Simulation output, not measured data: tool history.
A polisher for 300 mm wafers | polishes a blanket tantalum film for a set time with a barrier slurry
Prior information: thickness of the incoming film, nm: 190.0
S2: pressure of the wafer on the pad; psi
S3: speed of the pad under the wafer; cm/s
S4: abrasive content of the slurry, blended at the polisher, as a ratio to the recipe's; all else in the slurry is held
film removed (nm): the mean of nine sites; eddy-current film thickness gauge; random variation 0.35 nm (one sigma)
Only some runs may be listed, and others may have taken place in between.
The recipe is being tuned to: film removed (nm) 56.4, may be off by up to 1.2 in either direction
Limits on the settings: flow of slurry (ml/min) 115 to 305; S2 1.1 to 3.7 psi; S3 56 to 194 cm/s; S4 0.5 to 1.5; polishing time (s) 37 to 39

{"run": 1, "hour": 0.0, "flow of slurry (ml/min)": 195, "S2": 2.4, "S3": 124, "S4": 1, "polishing time (s)": 37, "film removed (nm)": 92.174}
{"run": 2, "hour": 8.0, "flow of slurry (ml/min)": 175, "S2": 2.4, "S3": 124, "S4": 1, "polishing time (s)": 37, "film removed (nm)": 90.981}
{"run": 3, "hour": 16.7, "flow of slurry (ml/min)": 150, "S2": 2.4, "S3": 124, "S4": 1, "polishing time (s)": 37, "film removed (nm)": 90.398}
{"run": 4, "hour": 17.3, "flow of slurry (ml/min)": 150, "S2": 2.4, "S3": 136, "S4": 1, "polishing time (s)": 37, "film removed (nm)": 98.205}
{"run": 5, "hour": 18.3, "flow of slurry (ml/min)": 190, "S2": 2.4, "S3": 136, "S4": 1, "polishing time (s)": 37, "film removed (nm)": 101.32}
{"run": 6, "hour": 19.9, "flow of slurry (ml/min)": 150, "S2": 2.4, "S3": 136, "S4": 1, "polishing time (s)": 37, "film removed (nm)": 98.115}
{"run": 7, "hour": 28.5, "flow of slurry (ml/min)": 130, "S2": 1.8, "S3": 134, "S4": 1, "polishing time (s)": 37, "film removed (nm)": 72.685}
{"run": 8, "hour": 31.7, "flow of slurry (ml/min)": 130, "S2": 1.7, "S3": 134, "S4": 1, "polishing time (s)": 37, "film removed (nm)": 69.343}
{"run": 9, "hour": 34.8, "flow of slurry (ml/min)": 130, "S2": 1.6, "S3": 134, "S4": 1, "polishing time (s)": 37, "film removed (nm)": 64.677}
{"run": 10, "hour": 43.5, "flow of slurry (ml/min)": 130, "S2": 1.5, "S3": 134, "S4": 1, "polishing time (s)": 37, "film removed (nm)": 60.103}

Which one of the following 5 next-run settings gets every result inside its allowed miss? There is exactly one.
{"run": "A", "hour": 52.2, "flow of slurry (ml/min)": 125, "S2": 1.2, "S3": 158, "S4": 0.8, "polishing time (s)": 38, "film removed (nm)": "?"}
{"run": "B", "hour": 52.2, "flow of slurry (ml/min)": 140, "S2": 1.4, "S3": 130, "S4": 0.85, "polishing time (s)": 38, "film removed (nm)": "?"}
{"run": "C", "hour": 52.2, "flow of slurry (ml/min)": 115, "S2": 1.7, "S3": 108, "S4": 1.05, "polishing time (s)": 37, "film removed (nm)": "?"}
{"run": "D", "hour": 52.2, "flow of slurry (ml/min)": 130, "S2": 1.7, "S3": 100, "S4": 0.9, "polishing time (s)": 39, "film removed (nm)": "?"}
{"run": "E", "hour": 52.2, "flow of slurry (ml/min)": 125, "S2": 1.5, "S3": 124, "S4": 0.8, "polishing time (s)": 38, "film removed (nm)": "?"}

move=A film_removed_(nm)=54.373
move=B film_removed_(nm)=54.289
move=C film_removed_(nm)=56.339
move=D film_removed_(nm)=53.401
move=E film_removed_(nm)=53.628
A: moves the result that the last run missed by most past its target, out the other side
B: moves the result that the last run missed by most past its target, out the other side
C: hits every target within its allowed miss
D: moves the result that the last run missed by most past its target, out the other side
E: moves the result that the last run missed by most past its target, out the other side
Move C is the one to make.
